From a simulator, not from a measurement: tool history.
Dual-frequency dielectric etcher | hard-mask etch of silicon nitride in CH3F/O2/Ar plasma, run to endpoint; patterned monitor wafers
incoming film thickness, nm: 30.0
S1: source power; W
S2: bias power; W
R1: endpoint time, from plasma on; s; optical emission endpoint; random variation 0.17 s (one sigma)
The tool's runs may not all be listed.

| run | hour | S1 | S2 | R1 |
|---|---|---|---|---|
| 1 | 0 | 330 | 90 | 42.707 |
| 2 | 7.8 | 360 | 92 | 41.541 |
| 3 | 14.2 | 360 | 83 | 43.686 |
| 4 | 21.1 | 380 | 89 | 41.481 |
| 5 | 25.3 | 400 | 92 | 40.043 |
| 6 | 27.7 | 400 | 86 | 41.503 |

The next listed run, before its measurement:
| 7 | 32.5 | 410 | 90 | ? |

{"run 7": {"R1": 40.216}}
